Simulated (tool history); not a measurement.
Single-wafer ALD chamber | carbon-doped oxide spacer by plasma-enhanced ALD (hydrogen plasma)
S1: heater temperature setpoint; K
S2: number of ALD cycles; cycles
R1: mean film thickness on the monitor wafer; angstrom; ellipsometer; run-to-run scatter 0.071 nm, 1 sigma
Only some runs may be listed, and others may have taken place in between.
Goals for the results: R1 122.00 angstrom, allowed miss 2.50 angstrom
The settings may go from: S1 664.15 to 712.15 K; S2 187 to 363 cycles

Run 1, hour 0.0: S1 688.15 K, S2 275 cycles. Result: R1 143.42 angstrom.
Run 2, hour 7.0: S1 681.15 K, S2 275 cycles. Result: R1 147.59 angstrom.
Run 3, hour 14.3: S1 677.15 K, S2 275 cycles. Result: R1 149.89 angstrom.
Run 4, hour 20.6: S1 677.15 K, S2 291 cycles. Result: R1 157.00 angstrom.
Run 5, hour 25.6: S1 680.15 K, S2 281 cycles. Result: R1 152.08 angstrom.
Run 6, hour 34.3: S1 680.15 K, S2 313 cycles. Result: R1 167.59 angstrom.
Run 7, hour 36.2: S1 683.15 K, S2 301 cycles. Result: R1 159.38 angstrom.
Run 8, hour 43.0: S1 686.15 K, S2 291 cycles. Result: R1 154.04 angstrom.
Run 9, hour 47.7: S1 688.15 K, S2 281 cycles. Result: R1 147.67 angstrom.
Run 10, hour 54.0: S1 690.15 K, S2 273 cycles. Result: R1 142.54 angstrom.
Run 11, hour 61.5: S1 702.15 K, S2 233 cycles. Result: R1 118.93 angstrom.
Run 12, hour 69.4: S1 701.15 K, S2 234 cycles. Result: R1 117.62 angstrom.
Run 13, hour 73.8: S1 700.15 K, S2 235 cycles. Result: R1 119.10 angstrom.

Below are 5 possible settings for the next run. Only one of them brings all results inside the allowed miss of their targets. Which is it?
Run A, hour 78.2: S1 694.15 K, S2 226 cycles. Result: R1 ?.
Run B, hour 78.2: S1 699.15 K, S2 230 cycles. Result: R1 ?.
Run C, hour 78.2: S1 701.15 K, S2 228 cycles. Result: R1 ?.
Run D, hour 78.2: S1 701.15 K, S2 254 cycles. Result: R1 ?.
Run E, hour 78.2: S1 698.15 K, S2 238 cycles. Result: R1 ?.

move      R1
   A  118.01
   B  118.41
   C  116.72
   D  130.02
   E  122.88
A: its largest miss is bigger than the last run's
B: its largest miss is bigger than the last run's
C: its largest miss is bigger than the last run's
D: carries the result that was furthest off beyond its target, to the other side
E: every result lands within tolerance
Correct choice: E, which meets every target

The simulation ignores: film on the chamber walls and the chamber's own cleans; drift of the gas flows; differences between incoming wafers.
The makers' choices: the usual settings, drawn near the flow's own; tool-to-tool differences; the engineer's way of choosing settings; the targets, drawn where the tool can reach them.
